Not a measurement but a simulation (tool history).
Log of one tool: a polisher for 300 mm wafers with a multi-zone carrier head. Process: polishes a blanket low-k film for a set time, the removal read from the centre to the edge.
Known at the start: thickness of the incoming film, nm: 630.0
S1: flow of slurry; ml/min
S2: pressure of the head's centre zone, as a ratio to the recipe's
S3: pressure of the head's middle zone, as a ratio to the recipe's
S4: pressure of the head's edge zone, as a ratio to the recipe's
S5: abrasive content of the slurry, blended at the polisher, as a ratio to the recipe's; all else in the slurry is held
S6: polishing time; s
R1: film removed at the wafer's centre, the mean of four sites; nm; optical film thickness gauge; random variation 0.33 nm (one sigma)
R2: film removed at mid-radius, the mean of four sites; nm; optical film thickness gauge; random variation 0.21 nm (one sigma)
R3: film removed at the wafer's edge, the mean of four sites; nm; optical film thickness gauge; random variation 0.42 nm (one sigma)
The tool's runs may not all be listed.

run	hour	S1	S2	S3	S4	S5	S6	R1	R2	R3
1	0.0	190	1.00	1.00	1.00	1.00	88	38.747	38.227	37.727
2	1.0	185	0.98	0.98	0.97	0.90	88	34.883	34.724	35.258
3	1.6	180	0.97	0.98	0.93	0.85	88	33.832	34.420	34.684
4	7.3	185	0.97	0.98	0.92	0.80	87	32.613	32.626	32.740
5	12.7	185	1.05	0.98	0.92	0.80	87	34.762	33.110	32.577
6	19.9	185	1.11	0.98	0.92	0.80	87	37.168	32.623	32.374
7	21.3	180	1.08	0.98	0.90	0.75	87	34.400	31.931	30.973
8	23.9	170	1.06	0.97	0.89	0.75	87	33.240	31.021	31.065
9	26.1	160	1.05	0.97	0.88	0.75	87	32.921	30.754	31.397
10	33.3	160	1.05	0.97	0.88	0.75	87	33.052	30.450	31.009

The next listed run, before its measurement:
11	35.0	160	1.03	0.98	0.87	0.75	87	?	?	?

{"run 11": {"R1": 32.989, "R2": 31.009, "R3": 31.042}}

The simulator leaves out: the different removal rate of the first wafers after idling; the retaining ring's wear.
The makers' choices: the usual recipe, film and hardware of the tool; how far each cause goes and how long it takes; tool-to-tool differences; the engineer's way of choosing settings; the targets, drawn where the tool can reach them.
